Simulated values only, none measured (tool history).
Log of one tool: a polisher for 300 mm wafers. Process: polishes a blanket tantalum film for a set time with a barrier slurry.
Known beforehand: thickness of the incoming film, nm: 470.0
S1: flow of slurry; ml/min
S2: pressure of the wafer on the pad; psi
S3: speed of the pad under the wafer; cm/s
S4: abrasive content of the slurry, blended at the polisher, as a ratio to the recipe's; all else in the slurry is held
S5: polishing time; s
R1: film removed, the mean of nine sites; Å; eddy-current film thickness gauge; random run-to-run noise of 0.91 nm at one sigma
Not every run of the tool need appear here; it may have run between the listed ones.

Run 1, hour 0: S1 265 ml/min, S2 2.1 psi, S3 86 cm/s, S4 1, S5 35 s. Result: R1 595.89 Å.
Run 2, hour 7.4: S1 330 ml/min, S2 2.1 psi, S3 86 cm/s, S4 1, S5 35 s. Result: R1 605.14 Å.
Run 3, hour 9.5: S1 330 ml/min, S2 1.8 psi, S3 86 cm/s, S4 1, S5 35 s. Result: R1 524.71 Å.
Run 4, hour 14: S1 330 ml/min, S2 1.8 psi, S3 108 cm/s, S4 1, S5 35 s. Result: R1 652.31 Å.
Run 5, hour 16: S1 330 ml/min, S2 2 psi, S3 108 cm/s, S4 1, S5 35 s. Result: R1 716.9 Å.
Run 6, hour 23.2: S1 330 ml/min, S2 2.1 psi, S3 108 cm/s, S4 1, S5 35 s. Result: R1 756.71 Å.
Run 7, hour 31.2: S1 330 ml/min, S2 2.1 psi, S3 108 cm/s, S4 1, S5 35 s. Result: R1 745.19 Å.

Predict the results of run 8:
Run 8, hour 37.5: S1 335 ml/min, S2 2.7 psi, S3 110 cm/s, S4 1, S5 35 s. Result: R1 ?.

R1: 957.39 Å

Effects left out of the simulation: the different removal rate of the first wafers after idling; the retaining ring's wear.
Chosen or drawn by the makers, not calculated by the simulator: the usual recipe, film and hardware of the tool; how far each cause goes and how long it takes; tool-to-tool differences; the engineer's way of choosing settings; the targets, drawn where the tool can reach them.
